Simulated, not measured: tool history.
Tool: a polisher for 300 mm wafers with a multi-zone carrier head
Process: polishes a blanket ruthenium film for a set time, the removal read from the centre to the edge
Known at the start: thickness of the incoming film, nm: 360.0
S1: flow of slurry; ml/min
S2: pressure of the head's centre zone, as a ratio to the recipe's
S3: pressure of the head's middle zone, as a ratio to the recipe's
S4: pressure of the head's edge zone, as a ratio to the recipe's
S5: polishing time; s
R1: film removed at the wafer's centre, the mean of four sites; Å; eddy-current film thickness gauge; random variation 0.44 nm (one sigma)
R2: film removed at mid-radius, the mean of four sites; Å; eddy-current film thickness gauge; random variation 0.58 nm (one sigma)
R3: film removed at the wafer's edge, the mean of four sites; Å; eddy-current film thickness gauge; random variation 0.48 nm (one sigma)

| run | day | S1 | S2 | S3 | S4 | S5 | R1 | R2 | R3 |
|---|---|---|---|---|---|---|---|---|---|
| 1 | 0.000 | 140 | 1.00 | 1.00 | 1.00 | 83 | 692.62 | 717.87 | 705.19 |
| 2 | 0.346 | 130 | 1.01 | 0.99 | 0.96 | 82 | 684.36 | 690.08 | 660.46 |
| 3 | 0.400 | 130 | 1.05 | 0.99 | 0.96 | 82 | 706.28 | 675.79 | 676.26 |
| 4 | 0.621 | 160 | 1.05 | 0.99 | 0.96 | 82 | 741.06 | 742.81 | 696.22 |
| 5 | 0.662 | 145 | 1.05 | 0.99 | 0.94 | 82 | 731.19 | 708.04 | 677.09 |
| 6 | 1.017 | 135 | 1.05 | 0.99 | 0.92 | 82 | 717.29 | 687.03 | 672.72 |

Run 7 comes next. What will it give?
| 7 | 1.142 | 135 | 1.05 | 0.99 | 0.90 | 81 | ? | ? | ? |

Run 7 gave R1 704.49 Å, R2 691.08 Å, R3 654.89 Å.
